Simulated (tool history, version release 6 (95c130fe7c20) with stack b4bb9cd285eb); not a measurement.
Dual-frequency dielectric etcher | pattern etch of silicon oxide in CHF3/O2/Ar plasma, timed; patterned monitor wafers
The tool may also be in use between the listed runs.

run,day,source power (kW),bias power (kW),etch time (s),mean etch depth across the wafer (nm)
1,0,0.79,0.213,538,1306.9
2,0.267,0.79,0.233,538,1343
3,0.608,0.7,0.206,538,1215.6
4,0.758,0.64,0.197,538,1138.4
5,1.079,0.64,0.227,538,1171.4
6,1.242,0.59,0.222,538,1110.2
7,1.275,0.47,0.205,538,916.94

Predict the results of run 8:
8,1.479,0.49,0.206,538,?

mean etch depth across the wafer (nm): 955.38

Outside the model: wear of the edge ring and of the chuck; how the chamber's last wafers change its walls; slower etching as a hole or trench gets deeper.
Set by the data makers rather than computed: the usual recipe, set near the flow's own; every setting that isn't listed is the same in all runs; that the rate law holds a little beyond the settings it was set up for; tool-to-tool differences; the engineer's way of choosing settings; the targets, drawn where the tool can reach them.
